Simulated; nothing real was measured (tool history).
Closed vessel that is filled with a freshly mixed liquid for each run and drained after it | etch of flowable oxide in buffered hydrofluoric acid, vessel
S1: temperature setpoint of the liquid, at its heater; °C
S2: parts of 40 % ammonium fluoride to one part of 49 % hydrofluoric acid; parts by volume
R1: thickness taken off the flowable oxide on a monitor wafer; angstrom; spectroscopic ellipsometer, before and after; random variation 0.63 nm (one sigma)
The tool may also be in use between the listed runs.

Run 1, hour 0: S1 23 °C, S2 21 parts by volume, time in the liquid (s) 30. Result: R1 470.08 angstrom.
Run 2, hour 5.6: S1 21 °C, S2 21 parts by volume, time in the liquid (s) 30. Result: R1 422.34 angstrom.
Run 3, hour 12.7: S1 21 °C, S2 16.5 parts by volume, time in the liquid (s) 30. Result: R1 526.66 angstrom.
Run 4, hour 19.3: S1 23 °C, S2 16.5 parts by volume, time in the liquid (s) 30. Result: R1 593.7 angstrom.
Run 5, hour 22: S1 23 °C, S2 16.5 parts by volume, time in the liquid (s) 30. Result: R1 588.54 angstrom.
Run 6, hour 28.3: S1 24.5 °C, S2 16.5 parts by volume, time in the liquid (s) 30. Result: R1 643.95 angstrom.

The next listed run, before its measurement:
Run 7, hour 36.2: S1 25.5 °C, S2 16.5 parts by volume, time in the liquid (s) 30. Result: R1 ?.

{"run 7": {"R1": 684.75}}

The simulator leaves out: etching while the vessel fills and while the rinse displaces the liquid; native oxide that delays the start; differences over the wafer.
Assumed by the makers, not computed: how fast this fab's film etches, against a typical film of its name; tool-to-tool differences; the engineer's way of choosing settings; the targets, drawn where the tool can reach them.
